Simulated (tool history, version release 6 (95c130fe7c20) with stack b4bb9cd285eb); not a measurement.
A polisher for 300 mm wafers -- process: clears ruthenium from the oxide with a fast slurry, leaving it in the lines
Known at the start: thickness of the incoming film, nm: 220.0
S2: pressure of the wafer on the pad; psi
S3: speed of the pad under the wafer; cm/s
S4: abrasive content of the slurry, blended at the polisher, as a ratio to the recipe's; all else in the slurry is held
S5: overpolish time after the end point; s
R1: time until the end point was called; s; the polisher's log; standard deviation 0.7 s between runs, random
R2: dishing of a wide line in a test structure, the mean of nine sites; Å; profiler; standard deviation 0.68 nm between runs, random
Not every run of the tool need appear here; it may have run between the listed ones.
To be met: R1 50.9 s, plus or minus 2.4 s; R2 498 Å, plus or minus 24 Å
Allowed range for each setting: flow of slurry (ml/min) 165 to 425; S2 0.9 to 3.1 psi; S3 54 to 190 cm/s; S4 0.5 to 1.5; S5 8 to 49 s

Run 1, day 0: flow of slurry (ml/min) 275, S2 2 psi, S3 122 cm/s, S4 1, S5 25 s. Result: R1 76.168 s, R2 560.81 Å.
Run 2, day 0.204: flow of slurry (ml/min) 275, S2 2.3 psi, S3 122 cm/s, S4 1, S5 25 s. Result: R1 63.894 s, R2 620.99 Å.
Run 3, day 0.354: flow of slurry (ml/min) 275, S2 2.3 psi, S3 110 cm/s, S4 1, S5 25 s. Result: R1 67.499 s, R2 594.29 Å.
Run 4, day 0.6: flow of slurry (ml/min) 245, S2 2.3 psi, S3 110 cm/s, S4 1, S5 25 s. Result: R1 71.352 s, R2 594.91 Å.
Run 5, day 0.804: flow of slurry (ml/min) 245, S2 1.8 psi, S3 110 cm/s, S4 1, S5 25 s. Result: R1 87.033 s, R2 486.61 Å.
Run 6, day 1.025: flow of slurry (ml/min) 245, S2 2.1 psi, S3 110 cm/s, S4 1, S5 22 s. Result: R1 74.179 s, R2 492.51 Å.
Run 7, day 1.279: flow of slurry (ml/min) 245, S2 2.3 psi, S3 110 cm/s, S4 1, S5 20 s. Result: R1 68.479 s, R2 486.67 Å.
Run 8, day 1.604: flow of slurry (ml/min) 245, S2 2.5 psi, S3 110 cm/s, S4 1, S5 19 s. Result: R1 62.752 s, R2 505.28 Å.
Run 9, day 1.954: flow of slurry (ml/min) 245, S2 2.6 psi, S3 110 cm/s, S4 1, S5 18 s. Result: R1 61.596 s, R2 496.94 Å.
Run 10, day 2.279: flow of slurry (ml/min) 245, S2 2.7 psi, S3 110 cm/s, S4 1, S5 17 s. Result: R1 59.967 s, R2 472.07 Å.
Run 11, day 2.383: flow of slurry (ml/min) 245, S2 2.8 psi, S3 110 cm/s, S4 1, S5 17 s. Result: R1 55.274 s, R2 511.84 Å.
Run 12, day 2.525: flow of slurry (ml/min) 245, S2 2.8 psi, S3 110 cm/s, S4 1, S5 16 s. Result: R1 56.203 s, R2 471.25 Å.
Run 13, day 2.867: flow of slurry (ml/min) 245, S2 2.9 psi, S3 110 cm/s, S4 1, S5 16 s. Result: R1 55.958 s, R2 481.52 Å.

Pick the move, out of 5, that brings all results within their allowed miss; only one does.
Run A, day 3.208: flow of slurry (ml/min) 275, S2 2.6 psi, S3 104 cm/s, S4 0.9, S5 19 s. Result: R1 ?, R2 ?.
Run B, day 3.208: flow of slurry (ml/min) 165, S2 3 psi, S3 126 cm/s, S4 1, S5 17 s. Result: R1 ?, R2 ?.
Run C, day 3.208: flow of slurry (ml/min) 165, S2 2.9 psi, S3 104 cm/s, S4 1, S5 20 s. Result: R1 ?, R2 ?.
Run D, day 3.208: flow of slurry (ml/min) 335, S2 3.1 psi, S3 116 cm/s, S4 0.95, S5 15 s. Result: R1 ?, R2 ?.
Run E, day 3.208: flow of slurry (ml/min) 255, S2 2.9 psi, S3 132 cm/s, S4 1, S5 13 s. Result: R1 ?, R2 ?.

move      R1      R2
   A  68.926  482.63
   B  51.865   560.8
   C   59.98  569.07
   D  51.764  504.18
   E  50.354  455.55
A: moves away from the targets compared with the last run
B: the furthest-off result lands on target, but another misses its tolerance
C: moves away from the targets compared with the last run
D: in spec on every target
E: the furthest-off result lands on target, but another misses its tolerance
The move that meets every target is D.
